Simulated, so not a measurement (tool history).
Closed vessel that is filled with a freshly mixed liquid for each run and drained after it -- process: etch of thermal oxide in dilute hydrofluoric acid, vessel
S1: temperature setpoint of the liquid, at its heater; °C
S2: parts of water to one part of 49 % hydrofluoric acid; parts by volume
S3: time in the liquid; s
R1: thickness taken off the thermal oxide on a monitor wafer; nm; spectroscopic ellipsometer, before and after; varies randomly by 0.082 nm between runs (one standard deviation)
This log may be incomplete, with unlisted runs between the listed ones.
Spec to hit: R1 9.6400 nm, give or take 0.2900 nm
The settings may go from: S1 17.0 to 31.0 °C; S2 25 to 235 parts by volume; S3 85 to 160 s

run,hour,S1,S2,S3,R1
1,0.0,23.0,130,160,5.1831
2,5.6,25.0,120,160,6.2119
3,9.9,26.5,115,160,6.9367
4,17.7,28.0,110,160,7.6325
5,19.3,28.0,110,85,4.0728
6,23.6,28.0,110,160,7.6586
7,29.9,29.0,105,160,8.2685
8,35.0,29.5,105,160,8.6324
9,40.5,30.0,105,160,8.6233
10,50.0,30.5,105,160,8.9260

Which single option among these 5 for the next run brings every result within its allowed miss of target? Just one does.
A,59.5,31.0,90,145,?
B,59.5,31.0,90,155,?
C,59.5,31.0,100,150,?
D,59.5,30.0,110,160,?
E,59.5,31.0,80,135,?

move,R1
A,9.7411
B,10.4130
C,8.9380
D,8.2334
E,10.3550
A: each result inside its tolerance
B: takes the biggest miss from the last run beyond its target
C: no better and no worse than the last run
D: its largest miss is bigger than the last run's
E: takes the biggest miss from the last run beyond its target
A is the move that brings every result within its allowed miss.

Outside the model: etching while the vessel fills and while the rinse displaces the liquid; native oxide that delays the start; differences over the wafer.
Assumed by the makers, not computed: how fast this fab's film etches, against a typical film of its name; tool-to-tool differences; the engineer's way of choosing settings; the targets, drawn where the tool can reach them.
